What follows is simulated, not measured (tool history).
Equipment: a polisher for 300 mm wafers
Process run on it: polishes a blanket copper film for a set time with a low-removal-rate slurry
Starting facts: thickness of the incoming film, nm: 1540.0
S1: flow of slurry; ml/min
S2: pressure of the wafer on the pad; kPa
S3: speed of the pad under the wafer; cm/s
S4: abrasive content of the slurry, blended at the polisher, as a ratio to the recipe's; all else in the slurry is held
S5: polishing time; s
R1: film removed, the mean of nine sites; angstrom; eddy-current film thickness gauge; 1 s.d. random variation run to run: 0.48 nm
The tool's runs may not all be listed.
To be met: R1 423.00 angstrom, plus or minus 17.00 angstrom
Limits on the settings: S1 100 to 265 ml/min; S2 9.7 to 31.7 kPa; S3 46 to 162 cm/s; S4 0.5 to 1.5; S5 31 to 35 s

Run 1, hour 0.0: S1 170 ml/min, S2 20.7 kPa, S3 104 cm/s, S4 1.0, S5 35 s. Result: R1 1230.20 angstrom.
Run 2, hour 6.8: S1 170 ml/min, S2 20.7 kPa, S3 80 cm/s, S4 1.0, S5 35 s. Result: R1 950.01 angstrom.
Run 3, hour 9.9: S1 170 ml/min, S2 19.3 kPa, S3 76 cm/s, S4 1.0, S5 35 s. Result: R1 831.64 angstrom.
Run 4, hour 18.5: S1 170 ml/min, S2 17.9 kPa, S3 74 cm/s, S4 1.0, S5 35 s. Result: R1 750.59 angstrom.
Run 5, hour 22.8: S1 170 ml/min, S2 16.5 kPa, S3 72 cm/s, S4 1.0, S5 35 s. Result: R1 688.47 angstrom.
Run 6, hour 24.1: S1 170 ml/min, S2 16.5 kPa, S3 60 cm/s, S4 1.0, S5 35 s. Result: R1 574.14 angstrom.
Run 7, hour 26.2: S1 170 ml/min, S2 15.9 kPa, S3 60 cm/s, S4 1.0, S5 35 s. Result: R1 552.13 angstrom.
Run 8, hour 33.1: S1 170 ml/min, S2 15.2 kPa, S3 60 cm/s, S4 1.0, S5 35 s. Result: R1 535.77 angstrom.
Run 9, hour 36.6: S1 170 ml/min, S2 14.5 kPa, S3 60 cm/s, S4 1.0, S5 35 s. Result: R1 511.35 angstrom.
Run 10, hour 42.8: S1 170 ml/min, S2 13.8 kPa, S3 60 cm/s, S4 1.0, S5 35 s. Result: R1 486.64 angstrom.

Below are 4 possible settings for the next run. Only one of them brings all results inside the allowed miss of their targets. Which is it?
Run A, hour 49.0: S1 130 ml/min, S2 18.6 kPa, S3 60 cm/s, S4 1.0, S5 34 s. Result: R1 ?.
Run B, hour 49.0: S1 185 ml/min, S2 13.1 kPa, S3 50 cm/s, S4 1.1, S5 35 s. Result: R1 ?.
Run C, hour 49.0: S1 140 ml/min, S2 12.4 kPa, S3 66 cm/s, S4 1.0, S5 35 s. Result: R1 ?.
Run D, hour 49.0: S1 165 ml/min, S2 15.2 kPa, S3 56 cm/s, S4 0.9, S5 31 s. Result: R1 ?.

move      R1
   A  600.00
   B  396.79
   C  463.86
   D  429.24
A: moves away from the targets compared with the last run
B: takes the result that was furthest off past its target
C: gains on the last run, yet a result remains outside its allowed miss
D: each result inside its tolerance
Answer: D

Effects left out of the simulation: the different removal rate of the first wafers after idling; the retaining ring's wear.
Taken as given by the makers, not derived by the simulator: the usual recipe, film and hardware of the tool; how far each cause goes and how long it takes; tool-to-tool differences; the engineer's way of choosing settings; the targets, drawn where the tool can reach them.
